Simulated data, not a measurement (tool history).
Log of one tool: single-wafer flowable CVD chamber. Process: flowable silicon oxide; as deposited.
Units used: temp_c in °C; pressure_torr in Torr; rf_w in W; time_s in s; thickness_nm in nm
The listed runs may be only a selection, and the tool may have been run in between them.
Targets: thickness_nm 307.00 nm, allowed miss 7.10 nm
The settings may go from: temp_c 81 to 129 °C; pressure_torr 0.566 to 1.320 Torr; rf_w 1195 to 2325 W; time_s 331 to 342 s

run,hour,temp_c,pressure_torr,rf_w,time_s,thickness_nm
1,0.0,105,0.943,1760,331,238.13
2,2.9,103,0.943,1760,331,255.74
3,7.9,102,0.943,1760,331,265.13
4,13.3,102,0.776,1760,331,222.17
5,16.5,102,0.776,1525,331,207.82
6,18.7,102,0.776,1525,331,209.66
7,25.9,99,0.777,1525,331,234.84
8,26.5,97,0.777,1525,331,251.39
# hour 32.7: thermocouple changed; heater temperature recalibrated
9,32.7,96,0.777,1525,331,211.15
10,36.9,96,0.875,1545,331,238.35

Which one of the following 5 next-run settings gets every result inside its allowed miss? There is exactly one.
A,41.1,92,0.873,1675,335,?
B,41.1,91,0.841,1650,342,?
C,41.1,97,0.985,2260,336,?
D,41.1,92,0.856,1710,340,?
E,41.1,90,0.873,1510,342,?

move,thickness_nm
A,293.24
B,297.02
C,294.91
D,294.07
E,307.27
A: an improvement on the last run, though not all results are within tolerance
B: an improvement on the last run, though not all results are within tolerance
C: an improvement on the last run, though not all results are within tolerance
D: an improvement on the last run, though not all results are within tolerance
E: in spec on every target
The move that meets every target is E.

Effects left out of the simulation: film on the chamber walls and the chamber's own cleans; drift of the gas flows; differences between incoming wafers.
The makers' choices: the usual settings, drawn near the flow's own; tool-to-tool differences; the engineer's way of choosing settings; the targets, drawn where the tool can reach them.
